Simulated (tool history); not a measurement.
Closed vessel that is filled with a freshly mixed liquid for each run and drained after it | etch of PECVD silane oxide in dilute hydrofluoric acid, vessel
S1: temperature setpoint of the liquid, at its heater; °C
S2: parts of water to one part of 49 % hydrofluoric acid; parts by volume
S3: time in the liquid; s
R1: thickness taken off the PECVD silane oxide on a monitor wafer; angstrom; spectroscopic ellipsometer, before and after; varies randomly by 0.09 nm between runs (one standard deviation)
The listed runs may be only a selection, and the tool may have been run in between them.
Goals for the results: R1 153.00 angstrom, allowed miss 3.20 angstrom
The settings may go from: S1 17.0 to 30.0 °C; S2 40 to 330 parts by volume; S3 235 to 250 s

run 1 hour=0.0 | S1=22.0 S2=185 S3=235 | R1=319.66
run 2 hour=1.4 | S1=21.0 S2=200 S3=235 | R1=278.79
run 3 hour=3.1 | S1=18.0 S2=200 S3=235 | R1=248.38
run 4 hour=10.0 | S1=18.0 S2=215 S3=235 | R1=231.88
run 5 hour=18.7 | S1=18.0 S2=225 S3=235 | R1=218.09
run 6 hour=27.1 | S1=18.0 S2=225 S3=250 | R1=231.13
run 7 hour=35.3 | S1=18.0 S2=235 S3=250 | R1=218.69
run 8 hour=38.5 | S1=18.0 S2=245 S3=250 | R1=208.56
run 9 hour=40.3 | S1=18.0 S2=255 S3=250 | R1=199.18
run 10 hour=46.4 | S1=18.0 S2=260 S3=250 | R1=195.06
run 11 hour=53.7 | S1=18.0 S2=265 S3=250 | R1=190.37
run 12 hour=60.8 | S1=18.0 S2=270 S3=250 | R1=184.95
run 13 hour=61.5 | S1=18.0 S2=275 S3=250 | R1=181.00
run 14 hour=62.8 | S1=17.0 S2=300 S3=250 | R1=156.33
run 15 hour=70.6 | S1=17.0 S2=300 S3=250 | R1=157.11

Which of these 5 next moves meets every target?
run A hour=78.4 | S1=20.0 S2=315 S3=245 | R1=?
run B hour=78.4 | S1=20.0 S2=300 S3=235 | R1=?
run C hour=78.4 | S1=17.0 S2=295 S3=240 | R1=?
run D hour=78.4 | S1=17.5 S2=295 S3=250 | R1=?
run E hour=78.4 | S1=17.0 S2=300 S3=235 | R1=?

move=A R1=162.98
move=B R1=166.34
move=C R1=155.17
move=D R1=164.72
move=E R1=148.78
A: further off than the last run
B: further off than the last run
C: every result lands within tolerance
D: further off than the last run
E: moves the result that the last run missed by most past its target, out the other side
The move that meets every target is C.

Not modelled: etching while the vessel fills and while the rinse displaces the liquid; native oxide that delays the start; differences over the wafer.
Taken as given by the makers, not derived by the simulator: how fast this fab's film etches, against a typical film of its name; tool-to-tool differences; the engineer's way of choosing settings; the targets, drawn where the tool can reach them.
